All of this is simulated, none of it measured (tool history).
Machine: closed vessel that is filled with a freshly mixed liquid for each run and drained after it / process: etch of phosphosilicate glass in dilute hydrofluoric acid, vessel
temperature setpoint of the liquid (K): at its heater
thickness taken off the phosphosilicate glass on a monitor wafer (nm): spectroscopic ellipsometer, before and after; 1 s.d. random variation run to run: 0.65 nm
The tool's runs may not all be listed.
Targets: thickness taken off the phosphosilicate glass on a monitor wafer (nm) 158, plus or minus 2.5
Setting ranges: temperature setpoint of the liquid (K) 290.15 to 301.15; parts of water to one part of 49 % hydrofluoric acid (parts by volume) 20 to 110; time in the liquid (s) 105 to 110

run,day,temperature setpoint of the liquid (K),parts of water to one part of 49 % hydrofluoric acid (parts by volume),time in the liquid (s),thickness taken off the phosphosilicate glass on a monitor wafer (nm)
1,0,293.15,60,105,144.97
2,0.229,293.15,50,105,175.32
3,0.462,292.15,50,105,169.46
4,0.508,291.65,50,105,164.51
# day 0.812: thermometer replaced
5,0.812,291.15,50,105,148.05
6,1.125,290.15,50,105,142.4
7,1.4,290.65,50,105,146.14
8,1.467,291.15,50,105,148.05

Which one of the following 4 next-run settings gets every result inside its allowed miss? There is exactly one.
A,1.533,290.15,50,105,?
B,1.533,290.65,45,110,?
C,1.533,291.65,55,105,?
D,1.533,290.15,45,105,?

move,thickness taken off the phosphosilicate glass on a monitor wafer (nm)
A,141.93
B,169.79
C,136.88
D,158.58
A: misses by more than the last run did
B: the result that was furthest off in the last run now lies on the other side of its target
C: misses by more than the last run did
D: hits every target within its allowed miss
D is the move that brings every result within its allowed miss.
